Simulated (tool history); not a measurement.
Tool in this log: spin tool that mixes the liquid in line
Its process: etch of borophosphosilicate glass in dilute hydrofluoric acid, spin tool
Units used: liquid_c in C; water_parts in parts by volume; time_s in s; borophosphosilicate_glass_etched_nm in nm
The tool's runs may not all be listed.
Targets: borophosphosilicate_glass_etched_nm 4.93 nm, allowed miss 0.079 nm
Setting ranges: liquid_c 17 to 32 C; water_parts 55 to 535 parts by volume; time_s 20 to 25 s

| run | hour | liquid_c | water_parts | time_s | borophosphosilicate_glass_etched_nm |
|---|---|---|---|---|---|
| 1 | 0 | 24 | 295 | 25 | 3.1462 |
| 2 | 4.4 | 24 | 295 | 25 | 3.1266 |
| 3 | 6.7 | 24 | 365 | 25 | 2.3823 |
| 4 | 12.3 | 24 | 425 | 25 | 1.9462 |
| 5 | 18.4 | 24 | 425 | 20 | 1.5516 |
| 6 | 20.2 | 24 | 425 | 20 | 1.5391 |
| 7 | 28.9 | 25.5 | 390 | 20 | 1.8429 |
| 8 | 32.1 | 26 | 350 | 20 | 2.168 |
| 9 | 35.9 | 26 | 315 | 20 | 2.4852 |
| 10 | 43.7 | 26 | 315 | 20 | 2.4757 |
| 11 | 50.7 | 26 | 285 | 20 | 2.8082 |
| 12 | 58.5 | 26 | 260 | 20 | 3.1661 |
| 13 | 64.1 | 26 | 240 | 20 | 3.5301 |

Consider the 5 candidate settings below. Which is the only one whose results all fall within their allowed miss of target?
| A | 69.7 | 26 | 220 | 25 | ? |
| B | 69.7 | 23 | 325 | 20 | ? |
| C | 69.7 | 24.5 | 215 | 25 | ? |
| D | 69.7 | 23 | 265 | 20 | ? |
| E | 69.7 | 26 | 210 | 20 | ? |

| move | borophosphosilicate_glass_etched_nm |
|---|---|
| A | 4.8994 |
| B | 2.1474 |
| C | 4.7754 |
| D | 2.7892 |
| E | 4.1518 |
A: each result inside its tolerance
B: the biggest miss grows against the last run
C: better than the last run, though not everything is in spec
D: the biggest miss grows against the last run
E: better than the last run, though not everything is in spec
So the answer is move A, the one that meets all the targets.

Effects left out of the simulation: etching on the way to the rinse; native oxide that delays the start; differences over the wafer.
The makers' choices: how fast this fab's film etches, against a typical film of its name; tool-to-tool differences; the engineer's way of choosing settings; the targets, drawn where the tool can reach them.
